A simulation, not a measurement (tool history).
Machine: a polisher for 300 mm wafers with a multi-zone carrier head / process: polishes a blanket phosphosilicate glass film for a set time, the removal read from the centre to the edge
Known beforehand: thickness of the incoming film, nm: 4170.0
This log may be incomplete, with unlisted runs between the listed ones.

run,hour,flow of slurry (ml/min),pressure of the head's centre zone,pressure of the head's middle zone,pressure of the head's edge zone,abrasive content of the slurry,polishing time (s),film removed at the wafer's centre (nm),film removed at mid-radius (nm),film removed at the wafer's edge (nm)
1,0,145,1,1,1,1,74,311.52,312.67,298.48
2,5.8,140,0.99,0.99,0.95,0.85,65,238.51,238.64,227.41
3,13.2,140,0.99,0.99,0.91,0.85,65,241.94,242.23,221.17
4,17.6,135,0.97,0.98,0.88,0.75,63,202.17,202.01,195.21
5,22.2,135,1.01,0.98,0.88,0.75,63,212.63,205.12,190.03
6,22.9,125,1,1,0.86,0.7,63,192.38,197.59,173.68
# hour 27.8: edge zone pressure recalibrated
7,27.8,125,1,1,0.86,0.7,63,189.96,192.05,184.41
8,32,130,1.02,1.02,0.84,0.65,61,177.4,177.34,165.96
9,36.4,120,1.03,1.03,0.83,0.65,61,173.24,172.59,158.55
10,39.5,110,1.03,1.04,0.83,0.65,61,168.54,173.25,157.08
11,42.9,105,1.04,1.04,0.82,0.65,61,169.48,171.28,157.23
12,43.9,105,1.05,1.05,0.82,0.65,61,169.85,167.87,155.67
13,50.2,95,1.04,1.1,0.81,0.55,61,132.25,139.19,121.76
14,51.2,115,1.03,1.08,0.82,0.55,61,139.54,143.32,129.65
15,52.6,110,1.03,1.06,0.82,0.55,61,138.37,142.85,127.43

For run 16, what comes out?
16,60.5,125,1.01,1.05,0.82,0.55,61,?,?,?

film removed at the wafer's centre (nm): 139.38
film removed at mid-radius (nm): 147.1
film removed at the wafer's edge (nm): 130.43
